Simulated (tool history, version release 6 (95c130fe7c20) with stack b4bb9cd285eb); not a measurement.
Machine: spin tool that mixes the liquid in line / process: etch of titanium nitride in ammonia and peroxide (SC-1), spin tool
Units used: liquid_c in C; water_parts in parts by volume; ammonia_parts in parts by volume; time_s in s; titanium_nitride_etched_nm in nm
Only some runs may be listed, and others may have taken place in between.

run	hour	liquid_c	water_parts	ammonia_parts	time_s	titanium_nitride_etched_nm
1	0.0	57.0	7.0	0.6	220	15.624
2	3.4	60.0	7.0	0.6	220	19.054
3	9.8	62.0	7.0	0.6	220	21.822
4	13.9	62.0	9.0	0.6	220	18.959
5	17.8	56.0	9.0	0.6	220	13.043
6	25.3	62.5	9.0	0.6	220	20.056
7	28.2	64.0	8.5	0.6	220	22.773
8	30.5	65.5	8.0	0.6	220	25.591

Estimate the outcome of run 9 from the log above:
9	38.0	66.5	7.5	0.6	220	?

For run 9 the tool returned titanium_nitride_etched_nm 28.040 nm.
